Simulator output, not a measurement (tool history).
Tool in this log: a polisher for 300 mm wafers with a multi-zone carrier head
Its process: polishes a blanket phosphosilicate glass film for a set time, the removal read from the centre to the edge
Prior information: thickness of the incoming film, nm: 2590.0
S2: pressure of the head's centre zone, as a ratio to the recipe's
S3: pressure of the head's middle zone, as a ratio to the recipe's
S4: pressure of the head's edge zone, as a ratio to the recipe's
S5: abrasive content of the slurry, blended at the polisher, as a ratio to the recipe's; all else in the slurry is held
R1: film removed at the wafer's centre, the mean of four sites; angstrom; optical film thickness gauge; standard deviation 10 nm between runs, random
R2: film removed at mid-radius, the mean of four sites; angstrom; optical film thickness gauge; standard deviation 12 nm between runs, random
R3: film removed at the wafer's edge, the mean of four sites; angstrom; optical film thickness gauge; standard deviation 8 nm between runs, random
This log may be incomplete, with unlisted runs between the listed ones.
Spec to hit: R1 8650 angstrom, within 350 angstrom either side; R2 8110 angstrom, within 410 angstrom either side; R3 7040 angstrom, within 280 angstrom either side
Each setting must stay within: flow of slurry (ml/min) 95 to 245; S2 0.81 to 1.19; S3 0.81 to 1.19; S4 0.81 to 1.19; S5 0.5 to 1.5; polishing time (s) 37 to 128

{"run": 1, "hour": 0.0, "flow of slurry (ml/min)": 155, "S2": 1, "S3": 1, "S4": 1, "S5": 1, "polishing time (s)": 82, "R1": 4907, "R2": 4732.5, "R3": 4878.8}
{"run": 2, "hour": 1.7, "flow of slurry (ml/min)": 155, "S2": 1, "S3": 1, "S4": 0.93, "S5": 1, "polishing time (s)": 82, "R1": 4898.3, "R2": 4797.9, "R3": 4624.8}
{"run": 3, "hour": 6.2, "flow of slurry (ml/min)": 155, "S2": 1, "S3": 1, "S4": 0.98, "S5": 1, "polishing time (s)": 82, "R1": 4905.7, "R2": 4832, "R3": 4832.5}
{"run": 4, "hour": 6.8, "flow of slurry (ml/min)": 155, "S2": 1, "S3": 1, "S4": 0.98, "S5": 0.8, "polishing time (s)": 82, "R1": 4542.9, "R2": 4532.5, "R3": 4321.1}
{"run": 5, "hour": 12.1, "flow of slurry (ml/min)": 155, "S2": 1, "S3": 0.95, "S4": 0.98, "S5": 0.8, "polishing time (s)": 82, "R1": 4394.5, "R2": 4371.2, "R3": 4349.9}
{"run": 6, "hour": 18.1, "flow of slurry (ml/min)": 160, "S2": 1, "S3": 0.98, "S4": 0.97, "S5": 0.85, "polishing time (s)": 84, "R1": 4655.4, "R2": 4461.7, "R3": 4599.8}
{"run": 7, "hour": 24.0, "flow of slurry (ml/min)": 155, "S2": 1.01, "S3": 1, "S4": 0.98, "S5": 0.9, "polishing time (s)": 85, "R1": 4957.4, "R2": 4793.9, "R3": 4817.6}
{"run": 8, "hour": 27.4, "flow of slurry (ml/min)": 150, "S2": 1.02, "S3": 1.02, "S4": 0.96, "S5": 0.95, "polishing time (s)": 87, "R1": 5086.5, "R2": 5106, "R3": 4987.3}
{"run": 9, "hour": 28.3, "flow of slurry (ml/min)": 155, "S2": 1.04, "S3": 1.04, "S4": 0.94, "S5": 1, "polishing time (s)": 88, "R1": 5484.1, "R2": 5327.3, "R3": 5035.2}
{"run": 10, "hour": 32.9, "flow of slurry (ml/min)": 200, "S2": 1.12, "S3": 1.14, "S4": 1.04, "S5": 1.25, "polishing time (s)": 95, "R1": 7007, "R2": 7126, "R3": 6392.6}
{"run": 11, "hour": 36.0, "flow of slurry (ml/min)": 200, "S2": 1.12, "S3": 1.14, "S4": 1.04, "S5": 1.25, "polishing time (s)": 95, "R1": 7067.3, "R2": 6991.2, "R3": 6393.3}
{"run": 12, "hour": 39.0, "flow of slurry (ml/min)": 200, "S2": 1.13, "S3": 1.14, "S4": 1.03, "S5": 1.3, "polishing time (s)": 95, "R1": 7140, "R2": 7189.1, "R3": 6580.8}
{"run": 13, "hour": 44.4, "flow of slurry (ml/min)": 205, "S2": 1.14, "S3": 1.14, "S4": 1.02, "S5": 1.3, "polishing time (s)": 96, "R1": 7291, "R2": 7220.2, "R3": 6419}
{"run": 14, "hour": 46.7, "flow of slurry (ml/min)": 210, "S2": 1.15, "S3": 1.14, "S4": 1.02, "S5": 1.3, "polishing time (s)": 97, "R1": 7608.9, "R2": 7437.2, "R3": 6579.1}
{"run": 15, "hour": 55.5, "flow of slurry (ml/min)": 210, "S2": 1.15, "S3": 1.14, "S4": 1.02, "S5": 1.3, "polishing time (s)": 97, "R1": 7577, "R2": 7306.8, "R3": 6636.7}
{"run": 16, "hour": 60.6, "flow of slurry (ml/min)": 240, "S2": 1.19, "S3": 1.17, "S4": 0.98, "S5": 1.45, "polishing time (s)": 98, "R1": 8452.6, "R2": 8037.3, "R3": 6960}
{"run": 17, "hour": 67.0, "flow of slurry (ml/min)": 245, "S2": 1.19, "S3": 1.16, "S4": 0.97, "S5": 1.45, "polishing time (s)": 98, "R1": 8130.6, "R2": 8115.6, "R3": 6635.4}

Exercise: of the 4 proposed moves below, exactly one satisfies all targets within the stated allowed misses. Which move is it?
{"run": "A", "hour": 73.4, "flow of slurry (ml/min)": 245, "S2": 1.07, "S3": 1.19, "S4": 1.01, "S5": 1.5, "polishing time (s)": 96, "R1": "?", "R2": "?", "R3": "?"}
{"run": "B", "hour": 73.4, "flow of slurry (ml/min)": 210, "S2": 1.15, "S3": 1.14, "S4": 1.08, "S5": 1.45, "polishing time (s)": 94, "R1": "?", "R2": "?", "R3": "?"}
{"run": "C", "hour": 73.4, "flow of slurry (ml/min)": 245, "S2": 1.19, "S3": 1.14, "S4": 1.01, "S5": 1.4, "polishing time (s)": 102, "R1": "?", "R2": "?", "R3": "?"}
{"run": "D", "hour": 73.4, "flow of slurry (ml/min)": 245, "S2": 1.18, "S3": 1.19, "S4": 0.82, "S5": 1.15, "polishing time (s)": 102, "R1": "?", "R2": "?", "R3": "?"}

move=A R1=7620.8 R2=8038.9 R3=6951.8
move=B R1=7633 R2=7350.3 R3=6859.4
move=C R1=8598.8 R2=8040.4 R3=7223.9
move=D R1=7976 R2=7791.3 R3=6120.8
A: its largest miss is bigger than the last run's
B: its largest miss is bigger than the last run's
C: every result lands within tolerance
D: its largest miss is bigger than the last run's
Answer: C

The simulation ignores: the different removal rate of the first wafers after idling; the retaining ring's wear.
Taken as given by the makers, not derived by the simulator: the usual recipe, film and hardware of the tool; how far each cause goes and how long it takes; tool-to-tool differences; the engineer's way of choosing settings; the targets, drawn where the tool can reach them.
